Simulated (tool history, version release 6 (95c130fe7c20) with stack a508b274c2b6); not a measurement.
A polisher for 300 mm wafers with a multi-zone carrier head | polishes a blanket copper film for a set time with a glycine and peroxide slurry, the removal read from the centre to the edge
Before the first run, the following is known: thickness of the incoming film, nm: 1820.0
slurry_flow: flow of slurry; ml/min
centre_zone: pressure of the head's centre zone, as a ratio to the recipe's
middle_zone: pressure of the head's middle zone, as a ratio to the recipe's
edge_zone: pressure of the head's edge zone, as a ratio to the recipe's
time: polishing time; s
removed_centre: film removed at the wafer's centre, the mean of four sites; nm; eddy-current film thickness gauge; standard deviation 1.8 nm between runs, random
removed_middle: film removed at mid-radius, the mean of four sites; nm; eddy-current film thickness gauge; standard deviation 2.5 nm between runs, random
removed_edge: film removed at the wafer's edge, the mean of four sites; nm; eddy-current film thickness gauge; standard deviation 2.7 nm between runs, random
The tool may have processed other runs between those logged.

Run 1, day 0.000: slurry_flow 190 ml/min, centre_zone 1.00, middle_zone 1.00, edge_zone 1.00, time 81 s. Result: removed_centre 342.63 nm, removed_middle 346.39 nm, removed_edge 345.60 nm.
Run 2, day 0.200: slurry_flow 190 ml/min, centre_zone 0.98, middle_zone 1.00, edge_zone 0.98, time 78 s. Result: removed_centre 323.61 nm, removed_middle 337.82 nm, removed_edge 329.13 nm.
Run 3, day 0.379: slurry_flow 185 ml/min, centre_zone 0.97, middle_zone 0.99, edge_zone 0.96, time 76 s. Result: removed_centre 307.69 nm, removed_middle 328.42 nm, removed_edge 317.38 nm.
Run 4, day 0.421: slurry_flow 185 ml/min, centre_zone 0.96, middle_zone 0.98, edge_zone 0.94, time 74 s. Result: removed_centre 292.87 nm, removed_middle 310.75 nm, removed_edge 305.25 nm.
Run 5, day 0.596: slurry_flow 185 ml/min, centre_zone 0.96, middle_zone 0.98, edge_zone 1.00, time 74 s. Result: removed_centre 299.23 nm, removed_middle 319.70 nm, removed_edge 309.05 nm.
Run 6, day 0.892: slurry_flow 185 ml/min, centre_zone 0.96, middle_zone 0.99, edge_zone 0.98, time 72 s. Result: removed_centre 284.73 nm, removed_middle 306.43 nm, removed_edge 304.42 nm.

Estimate the outcome of run 7 from the log above:
Run 7, day 0.975: slurry_flow 185 ml/min, centre_zone 0.96, middle_zone 0.99, edge_zone 0.95, time 71 s. Result: removed_centre ?, removed_middle ?, removed_edge ?.

{"run 7": {"removed_centre": 285.74, "removed_middle": 303.39, "removed_edge": 294.9}}

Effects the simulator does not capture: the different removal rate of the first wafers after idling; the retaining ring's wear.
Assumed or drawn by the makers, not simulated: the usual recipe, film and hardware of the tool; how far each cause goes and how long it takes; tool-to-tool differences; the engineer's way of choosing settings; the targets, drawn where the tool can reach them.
